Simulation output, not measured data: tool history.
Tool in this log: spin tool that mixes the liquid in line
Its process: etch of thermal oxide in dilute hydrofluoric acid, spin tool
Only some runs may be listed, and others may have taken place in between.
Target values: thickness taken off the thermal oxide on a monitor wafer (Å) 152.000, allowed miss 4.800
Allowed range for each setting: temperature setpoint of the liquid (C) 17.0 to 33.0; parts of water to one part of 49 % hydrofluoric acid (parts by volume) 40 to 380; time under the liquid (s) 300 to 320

run	day	temperature setpoint of the liquid (C)	parts of water to one part of 49 % hydrofluoric acid (parts by volume)	time under the liquid (s)	thickness taken off the thermal oxide on a monitor wafer (Å)
1	0.000	25.0	210	300	57.203
2	0.154	25.5	195	300	62.648
3	0.179	25.5	195	320	67.342
4	0.254	26.0	180	320	75.827
5	0.562	26.0	240	320	52.760
6	0.900	23.5	240	320	49.147
7	1.075	24.5	225	320	54.764
8	1.342	25.5	210	320	61.549
9	1.383	26.0	195	320	67.804

4 next moves are on the table. One of them brings every result within its allowed miss. Which?
A	1.425	28.5	115	320	?
B	1.425	28.0	105	320	?
C	1.425	26.5	105	320	?
D	1.425	31.0	125	320	?

move	thickness taken off the thermal oxide on a monitor wafer (Å)
A	139.860
B	152.340
C	143.830
D	139.220
A: moves toward the targets from the last run without getting all of them in spec
B: in spec on every target
C: moves toward the targets from the last run without getting all of them in spec
D: moves toward the targets from the last run without getting all of them in spec
Answer: B
